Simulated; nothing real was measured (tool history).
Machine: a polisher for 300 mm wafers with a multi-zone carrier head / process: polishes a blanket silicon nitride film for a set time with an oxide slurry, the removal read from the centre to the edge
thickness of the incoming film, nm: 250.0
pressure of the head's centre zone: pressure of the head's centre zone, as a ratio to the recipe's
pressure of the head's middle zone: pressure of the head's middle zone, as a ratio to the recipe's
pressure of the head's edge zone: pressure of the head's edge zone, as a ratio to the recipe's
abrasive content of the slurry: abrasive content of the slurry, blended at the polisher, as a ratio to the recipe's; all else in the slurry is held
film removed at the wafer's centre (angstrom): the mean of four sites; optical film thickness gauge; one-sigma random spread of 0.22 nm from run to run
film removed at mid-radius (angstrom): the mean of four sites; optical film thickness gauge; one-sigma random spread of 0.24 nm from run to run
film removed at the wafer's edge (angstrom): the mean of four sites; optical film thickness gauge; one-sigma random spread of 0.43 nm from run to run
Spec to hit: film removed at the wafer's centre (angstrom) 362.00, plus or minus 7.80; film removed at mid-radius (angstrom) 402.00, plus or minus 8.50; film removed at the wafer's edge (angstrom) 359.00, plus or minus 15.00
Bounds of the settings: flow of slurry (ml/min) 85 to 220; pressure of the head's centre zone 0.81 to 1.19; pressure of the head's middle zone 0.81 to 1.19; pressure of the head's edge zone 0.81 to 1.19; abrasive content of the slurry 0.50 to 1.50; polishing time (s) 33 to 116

run,hour,flow of slurry (ml/min),pressure of the head's centre zone,pressure of the head's middle zone,pressure of the head's edge zone,abrasive content of the slurry,polishing time (s),film removed at the wafer's centre (angstrom),film removed at mid-radius (angstrom),film removed at the wafer's edge (angstrom)
1,0.0,140,1.00,1.00,1.00,1.00,74,304.57,304.48,311.87
2,3.8,140,1.03,1.00,1.00,1.00,74,315.77,304.43,313.51
3,10.7,140,1.03,1.00,0.92,1.00,74,317.86,305.23,306.76
4,12.5,140,1.03,1.00,0.92,1.00,84,356.01,345.16,343.06
5,18.0,150,1.02,1.03,0.92,1.00,84,358.66,358.60,346.92
6,21.3,160,1.01,1.05,0.92,1.00,84,360.60,364.53,353.13
7,30.1,165,1.00,1.08,0.91,1.00,84,360.48,381.75,351.15
8,31.9,170,0.99,1.09,0.91,1.00,84,356.87,386.38,356.72

5 candidate next runs follow, results not yet known. Just one meets every target within its allowed miss. Identify it.
A,33.7,185,0.97,1.10,0.89,1.10,80,?,?,?
B,33.7,165,0.94,1.06,0.88,1.05,91,?,?,?
C,33.7,180,0.98,0.98,0.94,1.00,84,?,?,?
D,33.7,165,0.91,1.17,1.02,0.75,111,?,?,?
E,33.7,180,0.94,1.17,0.89,1.00,85,?,?,?

move,film removed at the wafer's centre (angstrom),film removed at mid-radius (angstrom),film removed at the wafer's edge (angstrom)
A,361.63,401.81,366.14
B,379.28,422.03,397.11
C,359.04,358.59,370.71
D,344.39,429.89,397.81
E,349.55,422.18,364.85
A: meets every target
B: takes the biggest miss from the last run beyond its target
C: moves away from the targets compared with the last run
D: takes the biggest miss from the last run beyond its target
E: takes the biggest miss from the last run beyond its target
The move that meets every target is A.
